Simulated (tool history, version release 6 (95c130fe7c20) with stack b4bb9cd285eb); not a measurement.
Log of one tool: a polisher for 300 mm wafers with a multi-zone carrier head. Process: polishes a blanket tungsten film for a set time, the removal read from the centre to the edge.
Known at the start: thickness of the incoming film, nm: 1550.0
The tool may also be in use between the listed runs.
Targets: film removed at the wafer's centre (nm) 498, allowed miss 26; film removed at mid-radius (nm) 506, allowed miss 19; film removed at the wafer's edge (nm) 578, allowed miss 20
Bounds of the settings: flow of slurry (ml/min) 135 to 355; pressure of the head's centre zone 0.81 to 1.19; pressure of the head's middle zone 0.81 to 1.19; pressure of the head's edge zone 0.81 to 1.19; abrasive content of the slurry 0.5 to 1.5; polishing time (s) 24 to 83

run,hour,flow of slurry (ml/min),pressure of the head's centre zone,pressure of the head's middle zone,pressure of the head's edge zone,abrasive content of the slurry,polishing time (s),film removed at the wafer's centre (nm),film removed at mid-radius (nm),film removed at the wafer's edge (nm)
1,0,225,1,1,1,1,53,431.19,425.13,422.59
2,4,225,1,1,1,1,64,523.52,511.14,516.77
3,12.2,225,1,1,1.06,1,64,493.47,515.42,530.37
4,19.7,225,1,0.97,1.08,1.05,64,509.94,505.75,538.41
5,24,225,1,0.97,1.12,1.05,64,506.56,501.68,551.47
6,31.1,225,1.07,0.97,1.12,1.05,64,537.82,507.82,564.23
7,37.8,220,1.05,0.97,1.14,1.05,64,530.89,506.99,547.17
8,43,230,1.02,0.96,1.15,1.05,64,531.54,515.05,556.84
9,51.2,210,1,0.96,1.16,1.15,64,548.33,510.67,585.33
10,54.6,210,0.91,0.97,1.15,1.05,64,467.52,509.5,557.7

4 next moves are on the table. One of them brings every result within its allowed miss. Which?
A,58,200,0.93,0.96,1.18,0.7,77,?,?,?
B,58,200,1,0.92,1.1,1.2,59,?,?,?
C,58,165,0.87,0.89,1.18,1,74,?,?,?
D,58,185,1.16,0.85,1.08,1.3,60,?,?,?

move,film removed at the wafer's centre (nm),film removed at mid-radius (nm),film removed at the wafer's edge (nm)
A,494.19,510.88,578.62
B,492.35,462.27,522.58
C,494.25,512.37,622.02
D,576.75,447.62,535.9
A: meets every target
B: brings the result that was furthest off to its target, and leaves another outside
C: brings the result that was furthest off to its target, and leaves another outside
D: takes the result that was furthest off past its target
Move A is the one to make.

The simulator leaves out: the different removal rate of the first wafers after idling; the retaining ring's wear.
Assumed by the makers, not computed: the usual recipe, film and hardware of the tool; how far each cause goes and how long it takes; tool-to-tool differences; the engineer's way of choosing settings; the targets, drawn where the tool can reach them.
